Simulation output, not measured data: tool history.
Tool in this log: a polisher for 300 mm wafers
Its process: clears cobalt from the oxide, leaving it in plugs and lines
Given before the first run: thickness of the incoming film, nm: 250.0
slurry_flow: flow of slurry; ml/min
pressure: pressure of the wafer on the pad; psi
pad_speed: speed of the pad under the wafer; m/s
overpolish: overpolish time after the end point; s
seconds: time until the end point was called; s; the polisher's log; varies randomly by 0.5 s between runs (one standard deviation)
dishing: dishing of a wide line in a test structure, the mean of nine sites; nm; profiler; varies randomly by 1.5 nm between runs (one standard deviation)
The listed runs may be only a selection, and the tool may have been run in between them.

run	day	slurry_flow	pressure	pad_speed	overpolish	seconds	dishing
1	0	275	2.5	0.78	11	54.352	41.052
2	0.15	275	2.5	0.58	11	74.644	31.175
3	0.45	275	2.5	0.58	16	73.533	43.413
4	0.496	275	2.1	0.58	16	87.831	37.86
5	0.862	275	2.3	0.58	16	77.856	40.785
6	0.988	275	2.3	0.76	16	62.002	49.518
7	1.088	275	2.5	0.76	16	57.023	53.481

Expected results for the next run?
8	1.304	275	2.6	0.76	16	?	?

{"run 8": {"seconds": 54.425, "dishing": 52.114}}
